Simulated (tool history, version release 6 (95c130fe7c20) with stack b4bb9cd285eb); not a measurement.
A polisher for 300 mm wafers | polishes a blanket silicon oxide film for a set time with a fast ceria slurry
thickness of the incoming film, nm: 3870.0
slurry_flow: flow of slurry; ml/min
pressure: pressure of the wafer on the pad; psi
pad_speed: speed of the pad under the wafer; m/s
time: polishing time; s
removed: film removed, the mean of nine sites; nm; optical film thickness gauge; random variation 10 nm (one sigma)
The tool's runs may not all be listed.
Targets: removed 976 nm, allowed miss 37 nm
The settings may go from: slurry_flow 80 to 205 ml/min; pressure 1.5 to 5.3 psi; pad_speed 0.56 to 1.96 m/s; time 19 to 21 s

| run | hour | slurry_flow | pressure | pad_speed | time | removed |
|---|---|---|---|---|---|---|
| 1 | 0 | 135 | 3.4 | 1.26 | 21 | 536.05 |
| 2 | 6.3 | 140 | 3.9 | 1.26 | 21 | 616.91 |
| 3 | 8.4 | 145 | 4.3 | 1.28 | 21 | 695.74 |
| 4 | 12.4 | 145 | 4.6 | 1.3 | 21 | 744.3 |
| 5 | 17.1 | 145 | 4.6 | 1.3 | 21 | 750.74 |
| 6 | 23.6 | 160 | 4.6 | 1.3 | 21 | 757.84 |
| 7 | 25.4 | 160 | 4.8 | 1.32 | 21 | 792.12 |
| 8 | 29.5 | 160 | 4.9 | 1.36 | 21 | 834.34 |
| 9 | 33.9 | 160 | 5 | 1.38 | 21 | 860.49 |
| 10 | 38.9 | 160 | 5.1 | 1.4 | 21 | 903.14 |
| 11 | 42.1 | 160 | 5.2 | 1.42 | 21 | 932.32 |

Which of these 5 next moves meets every target?
| A | 45.3 | 175 | 5.1 | 1.52 | 19 | ? |
| B | 45.3 | 150 | 5.2 | 1.4 | 21 | ? |
| C | 45.3 | 175 | 5.1 | 1.6 | 20 | ? |
| D | 45.3 | 115 | 5.3 | 1.4 | 21 | ? |
| E | 45.3 | 125 | 5.3 | 1.46 | 20 | ? |

| move | removed |
|---|---|
| A | 894.12 |
| B | 906.51 |
| C | 989.48 |
| D | 875.75 |
| E | 884.73 |
A: further off than the last run
B: further off than the last run
C: meets every target
D: further off than the last run
E: further off than the last run
The right move is C.
